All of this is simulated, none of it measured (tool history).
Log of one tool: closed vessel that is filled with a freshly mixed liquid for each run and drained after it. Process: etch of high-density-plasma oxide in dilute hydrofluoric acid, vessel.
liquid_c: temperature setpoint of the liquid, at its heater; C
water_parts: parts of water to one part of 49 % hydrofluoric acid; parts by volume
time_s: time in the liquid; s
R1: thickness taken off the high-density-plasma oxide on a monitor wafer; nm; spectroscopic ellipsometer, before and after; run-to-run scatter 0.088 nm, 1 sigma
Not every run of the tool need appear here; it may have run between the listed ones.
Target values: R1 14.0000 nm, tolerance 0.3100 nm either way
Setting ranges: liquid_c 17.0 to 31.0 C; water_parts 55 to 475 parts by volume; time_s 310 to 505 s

Run 1, hour 0.0: liquid_c 23.0 C, water_parts 265 parts by volume, time_s 505 s. Result: R1 11.6200 nm.
Run 2, hour 9.6: liquid_c 23.0 C, water_parts 350 parts by volume, time_s 505 s. Result: R1 8.0904 nm.
Run 3, hour 17.2: liquid_c 23.0 C, water_parts 350 parts by volume, time_s 505 s. Result: R1 8.1065 nm.
Run 4, hour 23.8: liquid_c 25.0 C, water_parts 335 parts by volume, time_s 505 s. Result: R1 9.1297 nm.
Run 5, hour 29.7: liquid_c 28.5 C, water_parts 335 parts by volume, time_s 505 s. Result: R1 10.2070 nm.
Run 6, hour 35.0: liquid_c 31.0 C, water_parts 335 parts by volume, time_s 505 s. Result: R1 11.1530 nm.
Run 7, hour 44.2: liquid_c 31.0 C, water_parts 325 parts by volume, time_s 505 s. Result: R1 11.6250 nm.
Run 8, hour 53.0: liquid_c 31.0 C, water_parts 315 parts by volume, time_s 505 s. Result: R1 12.1290 nm.
Run 9, hour 57.0: liquid_c 31.0 C, water_parts 305 parts by volume, time_s 505 s. Result: R1 12.6990 nm.
Run 10, hour 66.6: liquid_c 31.0 C, water_parts 300 parts by volume, time_s 505 s. Result: R1 12.8850 nm.
Run 11, hour 71.7: liquid_c 31.0 C, water_parts 295 parts by volume, time_s 505 s. Result: R1 13.1760 nm.
Run 12, hour 78.7: liquid_c 31.0 C, water_parts 290 parts by volume, time_s 505 s. Result: R1 13.5750 nm.

Exercise: of the 5 proposed moves below, exactly one satisfies all targets within the stated allowed misses. Which move is it?
Run A, hour 85.7: liquid_c 31.0 C, water_parts 295 parts by volume, time_s 500 s. Result: R1 ?.
Run B, hour 85.7: liquid_c 30.5 C, water_parts 285 parts by volume, time_s 500 s. Result: R1 ?.
Run C, hour 85.7: liquid_c 30.5 C, water_parts 295 parts by volume, time_s 495 s. Result: R1 ?.
Run D, hour 85.7: liquid_c 31.0 C, water_parts 285 parts by volume, time_s 505 s. Result: R1 ?.
Run E, hour 85.7: liquid_c 31.0 C, water_parts 300 parts by volume, time_s 505 s. Result: R1 ?.

move       R1
   A  13.0910
   B  13.4860
   C  12.7550
   D  13.8420
   E  12.9290
A: its largest miss is bigger than the last run's
B: its largest miss is bigger than the last run's
C: its largest miss is bigger than the last run's
D: all results in spec
E: its largest miss is bigger than the last run's
The right move is D.
